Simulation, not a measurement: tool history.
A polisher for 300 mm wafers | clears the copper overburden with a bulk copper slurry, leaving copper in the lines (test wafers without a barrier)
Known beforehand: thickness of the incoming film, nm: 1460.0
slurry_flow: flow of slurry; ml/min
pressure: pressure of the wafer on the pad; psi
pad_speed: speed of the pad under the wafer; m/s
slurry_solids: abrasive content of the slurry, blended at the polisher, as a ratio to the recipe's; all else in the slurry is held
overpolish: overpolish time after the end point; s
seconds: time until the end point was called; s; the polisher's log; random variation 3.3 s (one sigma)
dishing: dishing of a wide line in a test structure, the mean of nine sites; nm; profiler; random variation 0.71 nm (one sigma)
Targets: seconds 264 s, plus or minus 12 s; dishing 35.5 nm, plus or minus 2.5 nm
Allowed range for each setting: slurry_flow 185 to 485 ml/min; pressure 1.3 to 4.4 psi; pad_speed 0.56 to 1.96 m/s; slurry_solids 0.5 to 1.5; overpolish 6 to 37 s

| run | hour | slurry_flow | pressure | pad_speed | slurry_solids | overpolish | seconds | dishing |
|---|---|---|---|---|---|---|---|---|
| 1 | 0 | 310 | 2.8 | 1.26 | 1 | 19 | 117.26 | 105.31 |
| 2 | 6.8 | 310 | 2.8 | 1.26 | 1 | 12 | 118.6 | 80.728 |
| 3 | 10.4 | 370 | 2.8 | 1.26 | 1 | 12 | 116.1 | 78.388 |
| 4 | 16.6 | 370 | 2.8 | 1.26 | 1 | 6 | 117.49 | 46.368 |
| 5 | 18.5 | 370 | 2.4 | 1.26 | 1 | 6 | 131.23 | 41.969 |
| 6 | 27.1 | 355 | 2.1 | 1.12 | 1 | 8 | 168.7 | 42.171 |
| 7 | 31.3 | 345 | 1.9 | 1.06 | 1 | 9 | 193.65 | 41.977 |
| 8 | 32.7 | 335 | 1.7 | 1.04 | 1 | 9 | 221.21 | 38.281 |
| 9 | 36 | 320 | 1.6 | 1.04 | 1 | 9 | 225.39 | 36.715 |
| 10 | 38.9 | 315 | 1.5 | 1.02 | 1 | 9 | 246.25 | 33.595 |
| 11 | 41.5 | 305 | 1.5 | 1.02 | 1 | 9 | 245.63 | 32.39 |

Exercise: of the 5 proposed moves below, exactly one satisfies all targets within the stated allowed misses. Which move is it?
| A | 44.1 | 340 | 1.5 | 0.88 | 0.95 | 9 | ? | ? |
| B | 44.1 | 220 | 2.3 | 0.66 | 1 | 10 | ? | ? |
| C | 44.1 | 260 | 1.3 | 1.04 | 0.95 | 11 | ? | ? |
| D | 44.1 | 360 | 1.4 | 0.86 | 1.2 | 12 | ? | ? |
| E | 44.1 | 370 | 1.3 | 0.92 | 1 | 12 | ? | ? |

| move | seconds | dishing |
|---|---|---|
| A | 288.82 | 29.346 |
| B | 269.59 | 34.925 |
| C | 284.23 | 35.026 |
| D | 298.32 | 36.356 |
| E | 307.4 | 35.28 |
A: pushes the last run's worst result past its target
B: hits every target within its allowed miss
C: pushes the last run's worst result past its target
D: pushes the last run's worst result past its target
E: pushes the last run's worst result past its target
Go with B: it meets all targets.
